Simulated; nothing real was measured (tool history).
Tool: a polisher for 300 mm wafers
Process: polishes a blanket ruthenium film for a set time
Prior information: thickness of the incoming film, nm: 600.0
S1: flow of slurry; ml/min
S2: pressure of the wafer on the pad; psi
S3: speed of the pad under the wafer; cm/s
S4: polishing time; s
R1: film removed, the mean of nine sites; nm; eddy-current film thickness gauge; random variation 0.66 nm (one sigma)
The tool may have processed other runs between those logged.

run  hour   S1   S2   S3   S4       R1
  1   0.0  315  2.3  120  101  129.610
  2   0.7  315  1.9  112  101  100.910
  3   9.7  315  1.9  112  101  102.600
  4  11.2  315  1.6  106  101   84.567
  5  15.6  380  1.6  106  101   85.975
  6  16.6  380  1.6  106  101   84.425
  7  25.5  380  1.4  104  101   72.932
  8  28.2  380  1.3  104  101   67.560
  9  37.1  380  1.0  104  101   53.381

Run 10 is up next; what results do you expect?
 10  39.6  385  1.0  104  101   ?

R1: 52.834 nm

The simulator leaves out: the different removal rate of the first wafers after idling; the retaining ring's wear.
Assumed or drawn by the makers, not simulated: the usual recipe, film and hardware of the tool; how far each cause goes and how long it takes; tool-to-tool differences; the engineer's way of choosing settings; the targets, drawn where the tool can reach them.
